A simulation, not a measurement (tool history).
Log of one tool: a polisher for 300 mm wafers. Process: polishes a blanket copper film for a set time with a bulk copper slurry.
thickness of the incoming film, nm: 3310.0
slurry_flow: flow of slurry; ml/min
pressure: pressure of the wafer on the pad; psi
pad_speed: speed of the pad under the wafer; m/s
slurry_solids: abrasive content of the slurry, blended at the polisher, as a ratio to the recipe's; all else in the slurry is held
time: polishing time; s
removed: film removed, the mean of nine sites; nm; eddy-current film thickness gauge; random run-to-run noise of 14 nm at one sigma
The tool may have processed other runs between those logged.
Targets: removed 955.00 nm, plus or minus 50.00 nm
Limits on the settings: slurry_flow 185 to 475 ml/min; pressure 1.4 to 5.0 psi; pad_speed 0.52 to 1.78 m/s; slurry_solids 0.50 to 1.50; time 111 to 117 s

{"run": 1, "hour": 0.0, "slurry_flow": 305, "pressure": 3.2, "pad_speed": 1.14, "slurry_solids": 1.0, "time": 111, "removed": 1579.6}
{"run": 2, "hour": 1.5, "slurry_flow": 305, "pressure": 3.2, "pad_speed": 1.38, "slurry_solids": 1.0, "time": 111, "removed": 1789.0}
{"run": 3, "hour": 4.4, "slurry_flow": 305, "pressure": 2.5, "pad_speed": 1.38, "slurry_solids": 1.0, "time": 111, "removed": 1441.2}
{"run": 4, "hour": 11.1, "slurry_flow": 305, "pressure": 2.5, "pad_speed": 1.38, "slurry_solids": 1.0, "time": 111, "removed": 1440.8}
{"run": 5, "hour": 13.6, "slurry_flow": 305, "pressure": 2.5, "pad_speed": 1.38, "slurry_solids": 1.1, "time": 111, "removed": 1490.8}
{"run": 6, "hour": 19.3, "slurry_flow": 305, "pressure": 2.4, "pad_speed": 1.36, "slurry_solids": 1.1, "time": 111, "removed": 1467.2}
{"run": 7, "hour": 27.4, "slurry_flow": 305, "pressure": 2.3, "pad_speed": 1.34, "slurry_solids": 1.1, "time": 111, "removed": 1338.3}
{"run": 8, "hour": 31.3, "slurry_flow": 305, "pressure": 2.2, "pad_speed": 1.34, "slurry_solids": 1.1, "time": 111, "removed": 1266.8}
{"run": 9, "hour": 37.2, "slurry_flow": 305, "pressure": 2.1, "pad_speed": 1.34, "slurry_solids": 1.1, "time": 111, "removed": 1252.5}
{"run": 10, "hour": 46.0, "slurry_flow": 305, "pressure": 2.0, "pad_speed": 1.34, "slurry_solids": 1.1, "time": 111, "removed": 1138.5}
{"run": 11, "hour": 50.2, "slurry_flow": 305, "pressure": 1.8, "pad_speed": 1.34, "slurry_solids": 1.1, "time": 111, "removed": 1073.4}

Consider the 5 candidate settings below. Which is the only one whose results all fall within their allowed miss of target?
{"run": "A", "hour": 54.4, "slurry_flow": 305, "pressure": 1.4, "pad_speed": 1.34, "slurry_solids": 1.1, "time": 111, "removed": "?"}
{"run": "B", "hour": 54.4, "slurry_flow": 320, "pressure": 1.7, "pad_speed": 1.26, "slurry_solids": 1.1, "time": 111, "removed": "?"}
{"run": "C", "hour": 54.4, "slurry_flow": 265, "pressure": 1.5, "pad_speed": 1.2, "slurry_solids": 1.1, "time": 113, "removed": "?"}
{"run": "D", "hour": 54.4, "slurry_flow": 190, "pressure": 1.6, "pad_speed": 1.3, "slurry_solids": 1.15, "time": 111, "removed": "?"}
{"run": "E", "hour": 54.4, "slurry_flow": 250, "pressure": 1.6, "pad_speed": 1.3, "slurry_solids": 0.75, "time": 111, "removed": "?"}

move=A removed=841.79
move=B removed=955.81
move=C removed=809.01
move=D removed=881.03
move=E removed=820.57
A: carries the result that was furthest off beyond its target, to the other side
B: each result inside its tolerance
C: carries the result that was furthest off beyond its target, to the other side
D: carries the result that was furthest off beyond its target, to the other side
E: carries the result that was furthest off beyond its target, to the other side
B is the move that brings every result within its allowed miss.
